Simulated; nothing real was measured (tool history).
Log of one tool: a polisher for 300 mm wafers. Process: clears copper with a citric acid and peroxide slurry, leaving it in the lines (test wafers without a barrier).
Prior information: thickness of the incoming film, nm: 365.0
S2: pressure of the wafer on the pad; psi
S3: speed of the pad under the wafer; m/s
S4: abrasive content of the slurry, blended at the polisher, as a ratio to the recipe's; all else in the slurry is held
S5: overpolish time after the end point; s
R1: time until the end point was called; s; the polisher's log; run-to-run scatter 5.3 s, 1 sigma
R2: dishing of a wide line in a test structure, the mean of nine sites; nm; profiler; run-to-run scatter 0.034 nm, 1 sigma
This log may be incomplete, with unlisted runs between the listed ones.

Run 1, hour 0: flow of slurry (ml/min) 150, S2 3.4 psi, S3 0.86 m/s, S4 1, S5 10 s. Result: R1 150.53 s, R2 17.132 nm.
Run 2, hour 1.1: flow of slurry (ml/min) 145, S2 2.9 psi, S3 0.76 m/s, S4 0.95, S5 8 s. Result: R1 203.45 s, R2 10.698 nm.
Run 3, hour 4.9: flow of slurry (ml/min) 140, S2 2.6 psi, S3 0.7 m/s, S4 0.95, S5 7 s. Result: R1 238.39 s, R2 7.982 nm.
Run 4, hour 6.1: flow of slurry (ml/min) 125, S2 2.3 psi, S3 0.64 m/s, S4 1.1, S5 6 s. Result: R1 290.68 s, R2 5.722 nm.
Run 5, hour 14.9: flow of slurry (ml/min) 125, S2 1.7 psi, S3 0.64 m/s, S4 1.1, S5 6 s. Result: R1 385.25 s, R2 4.3921 nm.
Run 6, hour 23.2: flow of slurry (ml/min) 100, S2 1.7 psi, S3 0.64 m/s, S4 1.1, S5 6 s. Result: R1 394.49 s, R2 4.102 nm.
Run 7, hour 27.1: flow of slurry (ml/min) 95, S2 1.8 psi, S3 0.62 m/s, S4 1.2, S5 5 s. Result: R1 390.4 s, R2 3.5666 nm.
Run 8, hour 32.3: flow of slurry (ml/min) 95, S2 1.9 psi, S3 0.6 m/s, S4 1.3, S5 4 s. Result: R1 380.18 s, R2 2.9664 nm.
Run 9, hour 34.7: flow of slurry (ml/min) 95, S2 2.1 psi, S3 0.58 m/s, S4 1.35, S5 4 s. Result: R1 352.86 s, R2 3.1585 nm.

Run 10 has not been measured yet. What should we expect?
Run 10, hour 37.1: flow of slurry (ml/min) 95, S2 2.2 psi, S3 0.56 m/s, S4 1.4, S5 4 s. Result: R1 ?, R2 ?.

{"run 10": {"R1": 339.29, "R2": 3.2368}}
